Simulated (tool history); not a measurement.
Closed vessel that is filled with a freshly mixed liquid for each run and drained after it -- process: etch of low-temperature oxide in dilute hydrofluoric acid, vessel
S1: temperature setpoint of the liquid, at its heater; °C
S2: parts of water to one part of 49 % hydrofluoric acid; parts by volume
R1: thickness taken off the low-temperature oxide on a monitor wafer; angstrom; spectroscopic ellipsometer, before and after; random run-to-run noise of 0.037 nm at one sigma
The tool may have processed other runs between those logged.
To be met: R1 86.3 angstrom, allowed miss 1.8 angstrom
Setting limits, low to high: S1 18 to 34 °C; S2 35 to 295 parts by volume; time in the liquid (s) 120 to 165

Run 1, hour 0: S1 26 °C, S2 165 parts by volume, time in the liquid (s) 165. Result: R1 119.7 angstrom.
Run 2, hour 8.8: S1 24 °C, S2 165 parts by volume, time in the liquid (s) 165. Result: R1 110.45 angstrom.
Run 3, hour 10.4: S1 24 °C, S2 115 parts by volume, time in the liquid (s) 165. Result: R1 167.05 angstrom.
Run 4, hour 13.1: S1 24 °C, S2 115 parts by volume, time in the liquid (s) 165. Result: R1 168.31 angstrom.
Run 5, hour 22.3: S1 22.5 °C, S2 130 parts by volume, time in the liquid (s) 165. Result: R1 138.53 angstrom.
Run 6, hour 25.5: S1 22.5 °C, S2 130 parts by volume, time in the liquid (s) 120. Result: R1 100.2 angstrom.
Run 7, hour 31: S1 22 °C, S2 130 parts by volume, time in the liquid (s) 120. Result: R1 98.238 angstrom.
Run 8, hour 37: S1 18 °C, S2 130 parts by volume, time in the liquid (s) 120. Result: R1 83.824 angstrom.

4 next moves are on the table. One of them brings every result within its allowed miss. Which?
Run A, hour 43: S1 19 °C, S2 130 parts by volume, time in the liquid (s) 125. Result: R1 ?.
Run B, hour 43: S1 18.5 °C, S2 150 parts by volume, time in the liquid (s) 150. Result: R1 ?.
Run C, hour 43: S1 19 °C, S2 135 parts by volume, time in the liquid (s) 130. Result: R1 ?.
Run D, hour 43: S1 21 °C, S2 155 parts by volume, time in the liquid (s) 135. Result: R1 ?.

move      R1
   A  91.024
   B  90.885
   C  90.686
   D  86.997
A: moves the result that the last run missed by most past its target, out the other side
B: moves the result that the last run missed by most past its target, out the other side
C: moves the result that the last run missed by most past its target, out the other side
D: meets every target
D meets every target.
